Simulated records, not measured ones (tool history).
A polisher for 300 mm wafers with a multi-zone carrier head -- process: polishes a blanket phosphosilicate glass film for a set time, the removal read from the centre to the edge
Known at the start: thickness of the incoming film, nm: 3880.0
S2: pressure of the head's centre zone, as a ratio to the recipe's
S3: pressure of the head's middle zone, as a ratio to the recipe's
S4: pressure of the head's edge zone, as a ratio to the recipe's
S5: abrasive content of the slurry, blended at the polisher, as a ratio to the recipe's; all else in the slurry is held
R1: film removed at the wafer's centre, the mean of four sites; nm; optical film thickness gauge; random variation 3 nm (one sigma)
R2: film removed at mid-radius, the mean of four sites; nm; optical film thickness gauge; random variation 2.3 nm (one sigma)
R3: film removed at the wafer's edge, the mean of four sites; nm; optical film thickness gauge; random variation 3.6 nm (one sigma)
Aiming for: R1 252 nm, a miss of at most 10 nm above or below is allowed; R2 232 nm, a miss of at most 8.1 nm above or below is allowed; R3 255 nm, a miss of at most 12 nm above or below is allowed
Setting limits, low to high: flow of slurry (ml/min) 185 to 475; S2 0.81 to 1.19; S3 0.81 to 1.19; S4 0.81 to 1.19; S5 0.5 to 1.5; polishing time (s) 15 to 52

{"run": 1, "hour": 0.0, "flow of slurry (ml/min)": 305, "S2": 1, "S3": 1, "S4": 1, "S5": 1, "polishing time (s)": 33, "R1": 334.2, "R2": 338.31, "R3": 322.23}
{"run": 2, "hour": 1.3, "flow of slurry (ml/min)": 335, "S2": 1, "S3": 1, "S4": 1, "S5": 1, "polishing time (s)": 33, "R1": 326.7, "R2": 335.2, "R3": 337.47}
{"run": 3, "hour": 4.9, "flow of slurry (ml/min)": 335, "S2": 1, "S3": 1, "S4": 1, "S5": 1.15, "polishing time (s)": 33, "R1": 350.17, "R2": 356.17, "R3": 355.18}
{"run": 4, "hour": 13.4, "flow of slurry (ml/min)": 295, "S2": 1, "S3": 1, "S4": 1, "S5": 1.15, "polishing time (s)": 33, "R1": 345.15, "R2": 355.19, "R3": 354.07}
{"run": 5, "hour": 19.6, "flow of slurry (ml/min)": 300, "S2": 0.99, "S3": 0.98, "S4": 1.01, "S5": 1.05, "polishing time (s)": 33, "R1": 321.33, "R2": 333.63, "R3": 342.8}
{"run": 6, "hour": 26.5, "flow of slurry (ml/min)": 300, "S2": 0.99, "S3": 0.96, "S4": 1, "S5": 0.95, "polishing time (s)": 33, "R1": 314.71, "R2": 309.82, "R3": 324.28}
{"run": 7, "hour": 29.5, "flow of slurry (ml/min)": 295, "S2": 0.89, "S3": 0.86, "S4": 0.9, "S5": 0.7, "polishing time (s)": 32, "R1": 239.06, "R2": 242.24, "R3": 267.98}
{"run": 8, "hour": 33.2, "flow of slurry (ml/min)": 295, "S2": 0.9, "S3": 0.86, "S4": 0.89, "S5": 0.7, "polishing time (s)": 32, "R1": 241.93, "R2": 247.46, "R3": 260.14}
{"run": 9, "hour": 41.0, "flow of slurry (ml/min)": 295, "S2": 0.9, "S3": 0.86, "S4": 0.89, "S5": 0.7, "polishing time (s)": 32, "R1": 242.1, "R2": 243.67, "R3": 267.85}

Which single option among these 4 for the next run brings every result within its allowed miss of target? Just one does.
{"run": "A", "hour": 48.8, "flow of slurry (ml/min)": 270, "S2": 0.91, "S3": 0.82, "S4": 0.91, "S5": 0.55, "polishing time (s)": 34, "R1": "?", "R2": "?", "R3": "?"}
{"run": "B", "hour": 48.8, "flow of slurry (ml/min)": 190, "S2": 0.99, "S3": 0.81, "S4": 0.89, "S5": 0.6, "polishing time (s)": 38, "R1": "?", "R2": "?", "R3": "?"}
{"run": "C", "hour": 48.8, "flow of slurry (ml/min)": 300, "S2": 0.92, "S3": 0.91, "S4": 0.81, "S5": 0.85, "polishing time (s)": 29, "R1": "?", "R2": "?", "R3": "?"}
{"run": "D", "hour": 48.8, "flow of slurry (ml/min)": 270, "S2": 0.94, "S3": 0.81, "S4": 0.84, "S5": 0.75, "polishing time (s)": 31, "R1": "?", "R2": "?", "R3": "?"}

move=A R1=229.9 R2=217.32 R3=252.9
move=B R1=274.38 R2=237.3 R3=279.99
move=C R1=244.56 R2=248.66 R3=251.02
move=D R1=249.52 R2=226 R3=256.24
A: moves the result that the last run missed by most past its target, out the other side
B: the worst result of the last run now meets its target, but another is out of spec
C: misses by more than the last run did
D: all results in spec
D meets every target.
